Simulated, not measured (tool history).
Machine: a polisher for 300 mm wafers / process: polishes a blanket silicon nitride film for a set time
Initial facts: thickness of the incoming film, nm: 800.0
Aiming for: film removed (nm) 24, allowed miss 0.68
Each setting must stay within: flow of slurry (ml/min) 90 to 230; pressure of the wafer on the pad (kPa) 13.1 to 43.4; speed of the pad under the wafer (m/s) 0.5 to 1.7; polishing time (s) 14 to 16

run  hour  flow of slurry (ml/min)  pressure of the wafer on the pad (kPa)  speed of the pad under the wafer (m/s)  polishing time (s)  film removed (nm)
  1     0                      150                                    28.3                                     1.1                  16             37.621
  2   4.3                      150                                    28.3                                     1.1                  16             37.888
  3    12                      120                                    28.3                                     1.1                  16             36.204
  4  17.1                      115                                    24.8                                     1.1                  16             31.604
  5  20.3                      110                                    22.8                                     1.1                  16             29.026
  6  25.4                       90                                    22.8                                     1.1                  16             27.285
  7  30.5                       90                                    21.4                                     1.1                  16             25.307
  8  37.3                       90                                    21.4                                     1.1                  16             25.432

Which one of the following 5 next-run settings gets every result inside its allowed miss? There is exactly one.
  A  44.1                       95                                    17.9                                    1.26                  16                  ?
  B  44.1                       95                                      20                                     1.2                  16                  ?
  C  44.1                      100                                      20                                    1.26                  16                  ?
  D  44.1                      105                                    25.5                                    0.84                  16                  ?
  E  44.1                       90                                    24.1                                    1.02                  15                  ?

move  film removed (nm)
   A             23.653
   B             25.461
   C             26.677
   D             26.774
   E             25.421
A: in spec on every target
B: about the same distance from the targets as the last run
C: moves away from the targets compared with the last run
D: moves away from the targets compared with the last run
E: about the same distance from the targets as the last run
The right move is A.
